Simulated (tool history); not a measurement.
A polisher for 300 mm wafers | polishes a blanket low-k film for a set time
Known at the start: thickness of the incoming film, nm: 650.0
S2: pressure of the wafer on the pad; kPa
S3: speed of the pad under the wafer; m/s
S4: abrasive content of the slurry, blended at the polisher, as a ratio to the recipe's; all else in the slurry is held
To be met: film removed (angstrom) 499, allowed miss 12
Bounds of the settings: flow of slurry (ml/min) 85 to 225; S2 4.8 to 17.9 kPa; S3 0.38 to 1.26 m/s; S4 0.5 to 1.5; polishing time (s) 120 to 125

run 1 hour=0 | flow_of_slurry_(ml/min)=145 S2=11 S3=0.82 S4=1 polishing_time_(s)=120 | film_removed_(angstrom)=359.61
run 2 hour=7.4 | flow_of_slurry_(ml/min)=145 S2=11 S3=0.82 S4=1.15 polishing_time_(s)=120 | film_removed_(angstrom)=389.24
run 3 hour=10.8 | flow_of_slurry_(ml/min)=155 S2=11.7 S3=0.82 S4=1.15 polishing_time_(s)=120 | film_removed_(angstrom)=412.21
run 4 hour=13.8 | flow_of_slurry_(ml/min)=155 S2=11.7 S3=0.82 S4=1.15 polishing_time_(s)=120 | film_removed_(angstrom)=412.01
run 5 hour=21.8 | flow_of_slurry_(ml/min)=155 S2=12.4 S3=0.82 S4=1.15 polishing_time_(s)=120 | film_removed_(angstrom)=425.03
run 6 hour=28.9 | flow_of_slurry_(ml/min)=135 S2=12.4 S3=0.82 S4=1.15 polishing_time_(s)=120 | film_removed_(angstrom)=421.01
-- hour=32.5 head pressure recalibrated
run 7 hour=32.5 | flow_of_slurry_(ml/min)=150 S2=13.1 S3=0.82 S4=1.15 polishing_time_(s)=120 | film_removed_(angstrom)=434.61
run 8 hour=33.8 | flow_of_slurry_(ml/min)=155 S2=13.8 S3=0.82 S4=1.15 polishing_time_(s)=120 | film_removed_(angstrom)=448.5
run 9 hour=37.9 | flow_of_slurry_(ml/min)=155 S2=14.5 S3=0.82 S4=1.15 polishing_time_(s)=120 | film_removed_(angstrom)=471.81

4 next moves are on the table. One of them brings every result within its allowed miss. Which?
run A hour=42 | flow_of_slurry_(ml/min)=165 S2=14.5 S3=0.8 S4=1.2 polishing_time_(s)=124 | film_removed_(angstrom)=?
run B hour=42 | flow_of_slurry_(ml/min)=175 S2=16.5 S3=0.72 S4=1.05 polishing_time_(s)=125 | film_removed_(angstrom)=?
run C hour=42 | flow_of_slurry_(ml/min)=175 S2=14.5 S3=0.76 S4=1.2 polishing_time_(s)=123 | film_removed_(angstrom)=?
run D hour=42 | flow_of_slurry_(ml/min)=150 S2=15.2 S3=0.74 S4=1.1 polishing_time_(s)=123 | film_removed_(angstrom)=?

move=A film_removed_(angstrom)=490.93
move=B film_removed_(angstrom)=477.03
move=C film_removed_(angstrom)=470.24
move=D film_removed_(angstrom)=449.34
A: meets every target
B: nearer than the last run, and not there yet
C: further off than the last run
D: further off than the last run
Move A is the one to make.
